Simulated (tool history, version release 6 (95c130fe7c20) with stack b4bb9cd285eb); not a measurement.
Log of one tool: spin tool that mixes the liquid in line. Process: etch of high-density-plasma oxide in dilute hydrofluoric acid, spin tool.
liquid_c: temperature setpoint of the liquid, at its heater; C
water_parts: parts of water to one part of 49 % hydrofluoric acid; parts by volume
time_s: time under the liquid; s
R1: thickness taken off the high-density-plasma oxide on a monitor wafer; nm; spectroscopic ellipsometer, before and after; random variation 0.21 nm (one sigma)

Run 1, hour 0.0: liquid_c 25.0 C, water_parts 85 parts by volume, time_s 285 s. Result: R1 18.726 nm.
Run 2, hour 5.1: liquid_c 25.0 C, water_parts 85 parts by volume, time_s 285 s. Result: R1 19.039 nm.
Run 3, hour 7.1: liquid_c 22.0 C, water_parts 85 parts by volume, time_s 285 s. Result: R1 16.796 nm.
Run 4, hour 13.3: liquid_c 22.0 C, water_parts 65 parts by volume, time_s 285 s. Result: R1 22.469 nm.
Run 5, hour 21.1: liquid_c 23.5 C, water_parts 65 parts by volume, time_s 285 s. Result: R1 23.956 nm.
Run 6, hour 26.3: liquid_c 23.5 C, water_parts 65 parts by volume, time_s 285 s. Result: R1 24.063 nm.

Run 7 comes next. What will it give?
Run 7, hour 27.5: liquid_c 24.5 C, water_parts 65 parts by volume, time_s 285 s. Result: R1 ?.

R1: 24.809 nm

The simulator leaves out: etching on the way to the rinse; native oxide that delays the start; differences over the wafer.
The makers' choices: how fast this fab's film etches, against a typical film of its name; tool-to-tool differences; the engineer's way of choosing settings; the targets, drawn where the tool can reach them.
